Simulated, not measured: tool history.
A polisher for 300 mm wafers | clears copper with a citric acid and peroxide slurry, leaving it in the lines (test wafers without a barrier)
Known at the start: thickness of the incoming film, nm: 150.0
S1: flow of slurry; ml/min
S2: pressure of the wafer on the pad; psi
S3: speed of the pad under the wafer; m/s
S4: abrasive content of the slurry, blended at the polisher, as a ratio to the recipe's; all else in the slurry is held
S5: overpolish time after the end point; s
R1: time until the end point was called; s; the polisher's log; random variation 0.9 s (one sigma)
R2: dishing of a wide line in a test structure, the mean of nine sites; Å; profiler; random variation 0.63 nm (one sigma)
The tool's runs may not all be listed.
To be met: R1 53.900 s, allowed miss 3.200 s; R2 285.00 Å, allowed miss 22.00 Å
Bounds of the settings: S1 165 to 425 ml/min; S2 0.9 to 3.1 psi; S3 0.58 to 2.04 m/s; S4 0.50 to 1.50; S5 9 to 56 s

Run 1, hour 0.0: S1 275 ml/min, S2 2.0 psi, S3 1.30 m/s, S4 1.00, S5 29 s. Result: R1 64.466 s, R2 384.28 Å.
Run 2, hour 1.0: S1 275 ml/min, S2 2.0 psi, S3 1.30 m/s, S4 1.00, S5 38 s. Result: R1 65.464 s, R2 449.13 Å.
Run 3, hour 9.1: S1 275 ml/min, S2 2.0 psi, S3 1.32 m/s, S4 1.00, S5 34 s. Result: R1 62.897 s, R2 435.48 Å.
Run 4, hour 13.9: S1 275 ml/min, S2 2.0 psi, S3 1.52 m/s, S4 1.00, S5 34 s. Result: R1 56.043 s, R2 489.92 Å.
Run 5, hour 16.2: S1 275 ml/min, S2 2.0 psi, S3 1.52 m/s, S4 1.15, S5 34 s. Result: R1 52.985 s, R2 488.64 Å.
Run 6, hour 21.1: S1 275 ml/min, S2 2.0 psi, S3 1.52 m/s, S4 1.15, S5 31 s. Result: R1 54.096 s, R2 454.67 Å.
Run 7, hour 27.4: S1 275 ml/min, S2 2.0 psi, S3 1.52 m/s, S4 1.15, S5 28 s. Result: R1 55.205 s, R2 424.21 Å.
Run 8, hour 33.1: S1 275 ml/min, S2 2.0 psi, S3 1.52 m/s, S4 1.15, S5 25 s. Result: R1 54.997 s, R2 384.00 Å.
Run 9, hour 33.9: S1 275 ml/min, S2 2.0 psi, S3 1.52 m/s, S4 1.15, S5 23 s. Result: R1 54.990 s, R2 356.89 Å.
Run 10, hour 37.9: S1 275 ml/min, S2 2.0 psi, S3 1.52 m/s, S4 1.15, S5 22 s. Result: R1 53.808 s, R2 358.08 Å.
Run 11, hour 44.1: S1 275 ml/min, S2 2.0 psi, S3 1.52 m/s, S4 1.15, S5 21 s. Result: R1 54.419 s, R2 341.22 Å.
Run 12, hour 50.2: S1 275 ml/min, S2 2.0 psi, S3 1.52 m/s, S4 1.15, S5 20 s. Result: R1 52.728 s, R2 330.17 Å.
Run 13, hour 55.6: S1 275 ml/min, S2 2.0 psi, S3 1.52 m/s, S4 1.15, S5 19 s. Result: R1 53.915 s, R2 302.80 Å.

4 next moves are on the table. One of them brings every result within its allowed miss. Which?
Run A, hour 61.0: S1 330 ml/min, S2 2.0 psi, S3 1.50 m/s, S4 1.15, S5 17 s. Result: R1 ?, R2 ?.
Run B, hour 61.0: S1 290 ml/min, S2 1.9 psi, S3 1.54 m/s, S4 1.00, S5 24 s. Result: R1 ?, R2 ?.
Run C, hour 61.0: S1 245 ml/min, S2 2.1 psi, S3 1.70 m/s, S4 0.95, S5 16 s. Result: R1 ?, R2 ?.
Run D, hour 61.0: S1 240 ml/min, S2 2.0 psi, S3 1.44 m/s, S4 1.25, S5 22 s. Result: R1 ?, R2 ?.

move      R1      R2
   A  53.342  284.99
   B  55.662  361.50
   C  48.117  295.79
   D  56.536  334.98
A: meets every target
B: further off than the last run
C: brings the result that was furthest off to its target, and leaves another outside
D: further off than the last run
Answer: A
